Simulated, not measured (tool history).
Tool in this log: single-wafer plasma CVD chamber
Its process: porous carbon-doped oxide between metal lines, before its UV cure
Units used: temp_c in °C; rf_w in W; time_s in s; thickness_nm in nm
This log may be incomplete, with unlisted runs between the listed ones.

run,hour,temp_c,rf_w,time_s,thickness_nm
1,0,315,475,47.8,237.97
2,4,324,475,47.8,225.73
3,5.8,324,425,47.8,200.31
4,11.4,324,485,47.8,231.98
5,16.3,324,540,47.8,254.94
6,19.1,324,505,47.8,237.83
7,20.5,315,520,47.9,260.84
8,27,309,530,47.9,274.21
9,31.4,304,540,47.9,287.09

Predict the results of run 10:
10,32.1,292,560,48,?

{"run 10": {"thickness_nm": 321.7}}
